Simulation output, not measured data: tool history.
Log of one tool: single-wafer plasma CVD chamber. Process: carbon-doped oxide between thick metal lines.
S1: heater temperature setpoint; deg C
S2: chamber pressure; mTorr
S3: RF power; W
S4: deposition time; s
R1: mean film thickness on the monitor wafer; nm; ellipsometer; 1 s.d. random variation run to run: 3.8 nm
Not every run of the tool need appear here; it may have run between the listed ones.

run 1 hour=0.0 | S1=355 S2=4610 S3=385 S4=128 | R1=584.32
run 2 hour=4.4 | S1=347 S2=4610 S3=385 S4=128 | R1=602.75
run 3 hour=6.1 | S1=347 S2=4610 S3=440 S4=128 | R1=653.19
run 4 hour=12.7 | S1=345 S2=4740 S3=440 S4=128 | R1=656.27
run 5 hour=19.5 | S1=345 S2=4740 S3=395 S4=128 | R1=613.30
run 6 hour=24.1 | S1=343 S2=4910 S3=410 S4=128 | R1=639.84
run 7 hour=28.8 | S1=343 S2=4910 S3=410 S4=128 | R1=630.48
run 8 hour=34.0 | S1=341 S2=4950 S3=425 S4=128 | R1=649.14

Run 9 has not been measured yet. What should we expect?
run 9 hour=36.5 | S1=340 S2=5020 S3=435 S4=128 | R1=?

{"run 9": {"R1": 671.68}}
